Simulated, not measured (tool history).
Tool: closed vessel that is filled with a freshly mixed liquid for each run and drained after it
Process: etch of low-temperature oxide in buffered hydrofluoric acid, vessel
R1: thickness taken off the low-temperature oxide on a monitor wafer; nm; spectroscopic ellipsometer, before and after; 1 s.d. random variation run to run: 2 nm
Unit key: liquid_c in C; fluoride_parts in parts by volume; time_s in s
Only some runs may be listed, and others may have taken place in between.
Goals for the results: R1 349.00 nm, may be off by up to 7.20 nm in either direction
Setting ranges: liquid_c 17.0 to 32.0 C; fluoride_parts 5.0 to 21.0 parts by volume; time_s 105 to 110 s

{"run": 1, "hour": 0.0, "liquid_c": 24.0, "fluoride_parts": 13.0, "time_s": 105, "R1": 312.17}
{"run": 2, "hour": 1.1, "liquid_c": 24.0, "fluoride_parts": 15.5, "time_s": 105, "R1": 262.12}
{"run": 3, "hour": 2.8, "liquid_c": 23.0, "fluoride_parts": 15.5, "time_s": 105, "R1": 247.74}
{"run": 4, "hour": 11.5, "liquid_c": 23.0, "fluoride_parts": 14.0, "time_s": 105, "R1": 273.91}
{"run": 5, "hour": 20.1, "liquid_c": 23.0, "fluoride_parts": 16.5, "time_s": 105, "R1": 231.3}
{"run": 6, "hour": 21.6, "liquid_c": 25.5, "fluoride_parts": 16.5, "time_s": 105, "R1": 266.78}
{"run": 7, "hour": 29.3, "liquid_c": 27.0, "fluoride_parts": 16.5, "time_s": 105, "R1": 291.2}
{"run": 8, "hour": 37.3, "liquid_c": 28.0, "fluoride_parts": 16.5, "time_s": 105, "R1": 307.04}

Next run, 4 choices. One meets every target within its allowed miss, the rest don't. Which?
{"run": "A", "hour": 45.3, "liquid_c": 30.0, "fluoride_parts": 16.0, "time_s": 110, "R1": "?"}
{"run": "B", "hour": 45.3, "liquid_c": 31.5, "fluoride_parts": 17.0, "time_s": 110, "R1": "?"}
{"run": "C", "hour": 45.3, "liquid_c": 32.0, "fluoride_parts": 17.0, "time_s": 105, "R1": "?"}
{"run": "D", "hour": 45.3, "liquid_c": 28.0, "fluoride_parts": 15.0, "time_s": 110, "R1": "?"}

move=A R1=360.85
move=B R1=367.81
move=C R1=360.36
move=D R1=345.82
A: takes the biggest miss from the last run beyond its target
B: takes the biggest miss from the last run beyond its target
C: takes the biggest miss from the last run beyond its target
D: all results in spec
Go with D: it meets all targets.
